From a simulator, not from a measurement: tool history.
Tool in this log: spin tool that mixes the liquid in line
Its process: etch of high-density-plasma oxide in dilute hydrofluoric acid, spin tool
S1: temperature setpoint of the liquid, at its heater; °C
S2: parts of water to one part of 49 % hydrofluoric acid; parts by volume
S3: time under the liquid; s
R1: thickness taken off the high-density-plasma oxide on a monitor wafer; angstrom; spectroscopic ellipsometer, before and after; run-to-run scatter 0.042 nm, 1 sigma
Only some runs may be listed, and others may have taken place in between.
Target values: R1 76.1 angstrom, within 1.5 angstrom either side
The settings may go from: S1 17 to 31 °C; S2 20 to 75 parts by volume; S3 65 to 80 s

Run 1, hour 0: S1 23 °C, S2 45 parts by volume, S3 80 s. Result: R1 90.932 angstrom.
Run 2, hour 2.5: S1 23 °C, S2 60 parts by volume, S3 80 s. Result: R1 66.541 angstrom.
Run 3, hour 3.9: S1 19.5 °C, S2 60 parts by volume, S3 80 s. Result: R1 57.491 angstrom.
Run 4, hour 10.2: S1 19.5 °C, S2 60 parts by volume, S3 65 s. Result: R1 47.066 angstrom.
Run 5, hour 19.2: S1 17.5 °C, S2 60 parts by volume, S3 65 s. Result: R1 43.13 angstrom.
Run 6, hour 27.4: S1 18.5 °C, S2 60 parts by volume, S3 65 s. Result: R1 45.082 angstrom.
Run 7, hour 35.8: S1 19.5 °C, S2 60 parts by volume, S3 65 s. Result: R1 47.047 angstrom.
Run 8, hour 42.3: S1 20.5 °C, S2 60 parts by volume, S3 65 s. Result: R1 49.026 angstrom.
Run 9, hour 48.6: S1 21.5 °C, S2 60 parts by volume, S3 65 s. Result: R1 50.701 angstrom.
Run 10, hour 54.2: S1 22.5 °C, S2 60 parts by volume, S3 65 s. Result: R1 52.996 angstrom.
Run 11, hour 56.5: S1 23.5 °C, S2 60 parts by volume, S3 65 s. Result: R1 55.032 angstrom.
Run 12, hour 64.7: S1 24.5 °C, S2 60 parts by volume, S3 65 s. Result: R1 57.659 angstrom.
Run 13, hour 70.9: S1 28.5 °C, S2 60 parts by volume, S3 65 s. Result: R1 68.007 angstrom.
Run 14, hour 79.6: S1 29 °C, S2 60 parts by volume, S3 65 s. Result: R1 68.752 angstrom.
Run 15, hour 81.9: S1 30 °C, S2 60 parts by volume, S3 65 s. Result: R1 71.585 angstrom.
Run 16, hour 84.8: S1 30.5 °C, S2 60 parts by volume, S3 65 s. Result: R1 72.883 angstrom.
Run 17, hour 85.9: S1 31 °C, S2 60 parts by volume, S3 65 s. Result: R1 74.398 angstrom.
Run 18, hour 92.8: S1 31 °C, S2 60 parts by volume, S3 70 s. Result: R1 80.873 angstrom.

Next run, 5 choices. One meets every target within its allowed miss, the rest don't. Which?
Run A, hour 99.7: S1 30.5 °C, S2 55 parts by volume, S3 65 s. Result: R1 ?.
Run B, hour 99.7: S1 30 °C, S2 60 parts by volume, S3 65 s. Result: R1 ?.
Run C, hour 99.7: S1 29.5 °C, S2 60 parts by volume, S3 70 s. Result: R1 ?.
Run D, hour 99.7: S1 28 °C, S2 55 parts by volume, S3 75 s. Result: R1 ?.
Run E, hour 99.7: S1 31 °C, S2 65 parts by volume, S3 75 s. Result: R1 ?.

move      R1
   A  79.678
   B  71.086
   C  75.078
   D  83.334
   E  78.097
A: nearer than the last run, and not there yet
B: moves the result that the last run missed by most past its target, out the other side
C: each result inside its tolerance
D: moves away from the targets compared with the last run
E: nearer than the last run, and not there yet
The right move is C.
